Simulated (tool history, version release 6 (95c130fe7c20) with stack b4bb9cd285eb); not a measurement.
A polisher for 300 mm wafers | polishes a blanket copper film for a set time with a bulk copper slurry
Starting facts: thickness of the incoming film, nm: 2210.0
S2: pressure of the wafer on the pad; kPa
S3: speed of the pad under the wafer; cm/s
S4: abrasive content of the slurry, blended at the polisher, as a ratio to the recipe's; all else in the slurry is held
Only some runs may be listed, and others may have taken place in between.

Run 1, hour 0: flow of slurry (ml/min) 315, S2 13.8 kPa, S3 110 cm/s, S4 1, polishing time (s) 43. Result: film removed (angstrom) 2521.8.
Run 2, hour 0.7: flow of slurry (ml/min) 315, S2 13.1 kPa, S3 106 cm/s, S4 1, polishing time (s) 43. Result: film removed (angstrom) 2261.6.
Run 3, hour 4.1: flow of slurry (ml/min) 315, S2 13.1 kPa, S3 106 cm/s, S4 1.15, polishing time (s) 43. Result: film removed (angstrom) 2343.6.
Run 4, hour 8.8: flow of slurry (ml/min) 315, S2 12.4 kPa, S3 102 cm/s, S4 1.15, polishing time (s) 43. Result: film removed (angstrom) 2141.1.
Run 5, hour 15.1: flow of slurry (ml/min) 315, S2 12.4 kPa, S3 102 cm/s, S4 1.15, polishing time (s) 38. Result: film removed (angstrom) 1872.4.
Run 6, hour 23.6: flow of slurry (ml/min) 315, S2 12.4 kPa, S3 84 cm/s, S4 1.15, polishing time (s) 38. Result: film removed (angstrom) 1577.1.
Run 7, hour 31.3: flow of slurry (ml/min) 315, S2 11.7 kPa, S3 84 cm/s, S4 1.15, polishing time (s) 38. Result: film removed (angstrom) 1498.9.

The next listed run, before its measurement:
Run 8, hour 37.8: flow of slurry (ml/min) 315, S2 7.6 kPa, S3 82 cm/s, S4 1.15, polishing time (s) 38. Result: film removed (angstrom) ?.

film removed (angstrom): 949.66

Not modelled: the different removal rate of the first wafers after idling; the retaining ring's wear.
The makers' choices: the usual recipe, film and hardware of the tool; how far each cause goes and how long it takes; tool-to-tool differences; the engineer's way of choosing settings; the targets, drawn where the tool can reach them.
